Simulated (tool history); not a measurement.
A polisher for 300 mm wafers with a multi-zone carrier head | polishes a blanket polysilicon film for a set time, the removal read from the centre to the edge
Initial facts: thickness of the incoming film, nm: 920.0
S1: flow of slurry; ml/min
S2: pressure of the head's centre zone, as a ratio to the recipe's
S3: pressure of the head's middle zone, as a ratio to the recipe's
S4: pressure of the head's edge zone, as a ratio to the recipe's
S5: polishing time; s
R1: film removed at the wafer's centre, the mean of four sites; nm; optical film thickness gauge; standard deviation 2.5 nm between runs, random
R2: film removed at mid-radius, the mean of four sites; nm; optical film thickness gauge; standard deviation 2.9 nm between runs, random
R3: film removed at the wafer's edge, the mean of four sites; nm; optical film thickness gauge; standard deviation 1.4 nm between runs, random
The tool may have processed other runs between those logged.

run	day	S1	S2	S3	S4	S5	R1	R2	R3
1	0	160	1	1	1	30	294.24	284.78	291.78
2	0.104	160	1	0.96	1	30	298.06	284.5	292.89
3	0.242	145	0.96	0.93	1.03	28	262.57	255.88	271.83
4	0.488	135	0.93	0.9	1.05	27	236.06	237.67	261.15
5	0.571	125	0.91	0.88	1.05	26	220.71	220.26	246.53
# day 0.596: worn pad replaced by a new one
6	0.596	120	0.9	0.87	1.05	26	236.79	241.09	278.19
7	0.879	135	0.89	0.87	1.09	26	246.85	250.56	288.22
8	1.108	125	0.89	0.86	1.07	26	242.84	245.85	280.86
9	1.221	115	0.89	0.86	1.06	25	228.83	229.11	266.17

Run 10, settings as shown, results not yet in. Your forecast:
10	1.312	110	0.88	0.86	1.03	24	?	?	?

Logged for run 10: R1 211.42 nm, R2 217.89 nm, R3 247.32 nm.

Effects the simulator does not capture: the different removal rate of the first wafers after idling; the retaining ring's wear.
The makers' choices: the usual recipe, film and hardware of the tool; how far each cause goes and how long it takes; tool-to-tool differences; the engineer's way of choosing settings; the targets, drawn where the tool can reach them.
